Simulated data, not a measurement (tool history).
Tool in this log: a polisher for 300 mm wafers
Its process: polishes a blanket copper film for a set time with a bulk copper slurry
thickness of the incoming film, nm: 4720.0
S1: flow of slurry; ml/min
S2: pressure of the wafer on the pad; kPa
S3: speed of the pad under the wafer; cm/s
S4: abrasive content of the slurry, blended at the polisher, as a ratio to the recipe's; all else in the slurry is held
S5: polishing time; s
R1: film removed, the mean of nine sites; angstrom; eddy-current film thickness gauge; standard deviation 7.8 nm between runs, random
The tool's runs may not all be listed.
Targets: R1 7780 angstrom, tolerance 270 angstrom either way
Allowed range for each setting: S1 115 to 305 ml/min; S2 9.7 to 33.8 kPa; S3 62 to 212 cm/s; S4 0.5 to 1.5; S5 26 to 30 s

run,hour,S1,S2,S3,S4,S5,R1
1,0,195,21.4,136,1,30,4720.5
2,5.5,245,21.4,136,1,30,4963.5
3,9.8,275,21.4,136,1,30,4981.4
4,12.5,275,22.8,136,1,30,5374.7
5,14.8,275,23.4,136,1,30,5459
6,23.3,275,24.1,136,1,30,5607.3
7,25.4,275,24.8,136,1,30,5728.8
8,31.7,275,25.5,136,1,30,5855.7
9,39.1,275,26.2,136,1,30,6076.1
10,47.7,275,26.9,136,1,30,6301.4
11,56.4,275,27.6,136,1,30,6440.8
12,58,275,28.3,136,1,30,6576.8
13,66.9,275,29,136,1,30,6649
14,74.6,275,29.6,136,1,30,6941.1
15,83,275,30.3,136,1,30,7031.6
16,87.6,280,31.7,136,1,30,7245.4

Of the 5 settings listed for the next run, only one would bring every result within its allowed miss of target. Which one?
A,92.2,305,33.8,154,0.85,30,?
B,92.2,295,31,138,1,29,?
C,92.2,305,33.8,156,0.8,30,?
D,92.2,230,33.1,166,1,28,?
E,92.2,280,29.6,178,1.05,26,?

move,R1
A,8391.4
B,6977.9
C,8362.4
D,8373.6
E,7726.9
A: takes the result that was furthest off past its target
B: misses by more than the last run did
C: takes the result that was furthest off past its target
D: takes the result that was furthest off past its target
E: every result within its allowed miss
So the answer is move E, the one that meets all the targets.

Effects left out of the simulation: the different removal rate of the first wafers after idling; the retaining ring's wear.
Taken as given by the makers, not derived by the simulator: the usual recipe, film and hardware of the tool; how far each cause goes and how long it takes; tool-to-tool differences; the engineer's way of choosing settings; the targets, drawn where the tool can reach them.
